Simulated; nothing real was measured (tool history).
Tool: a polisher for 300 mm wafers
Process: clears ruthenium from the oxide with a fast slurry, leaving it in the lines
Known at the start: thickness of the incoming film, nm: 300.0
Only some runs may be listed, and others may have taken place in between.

run  hour  flow of slurry (ml/min)  pressure of the wafer on the pad (psi)  speed of the pad under the wafer (cm/s)  abrasive content of the slurry  overpolish time after the end point (s)  time until the end point was called (s)  dishing of a wide line in a test structure (nm)
  1     0                      220                                     2.6                                      124                               1                                       28                                   87.769                                           47.745
  2   7.5                      220                                     2.6                                      144                               1                                       28                                   76.533                                           49.038
  3  11.5                      220                                     2.6                                      144                               1                                       36                                   78.429                                           53.462
  4  18.8                      210                                     2.5                                      150                            0.95                                       32                                   81.006                                           50.289
  5  26.9                      210                                     2.9                                      150                            0.95                                       32                                   71.486                                           51.387
     32.9  -- worn pad replaced by a new one
  6  32.9                      210                                     2.9                                      150                            0.95                                       37                                   64.411                                           55.028
  7  39.1                      200                                       3                                      144                             0.9                                       33                                   66.457                                           53.155
  8  47.6                      200                                     2.9                                      150                            0.85                                       30                                   70.721                                           51.682
  9  49.2                      190                                     2.8                                      146                            0.95                                       27                                   69.102                                           50.687
 10  49.7                      210                                     2.9                                      144                             0.9                                       24                                     69.1                                           48.219
 11  54.2                      230                                     2.9                                      142                            0.85                                       22                                   70.684                                           47.459
 12  60.5                      230                                     2.9                                      142                            0.85                                       22                                   70.993                                            47.22
 13  68.6                      245                                     2.8                                      140                             0.9                                       20                                   71.578                                           45.178
 14  74.3                      260                                     2.6                                      142                               1                                       18                                   70.839                                           43.142
 15  77.8                      270                                     2.4                                      142                            1.05                                       17                                   74.296                                           40.906
 16    81                      280                                     2.2                                      142                             1.1                                       16                                   79.698                                           38.645
 17  84.6                      340                                     1.5                                      156                            1.35                                        8                                   94.469                                           21.344
 18  93.1                      340                                     1.5                                      156                            1.35                                        8                                   93.292                                            21.14

Expected results for the next run?
 19  99.4                      325                                     1.5                                      156                            1.35                                        8                                        ?                                                ?

time until the end point was called (s): 96.501
dishing of a wide line in a test structure (nm): 21.11
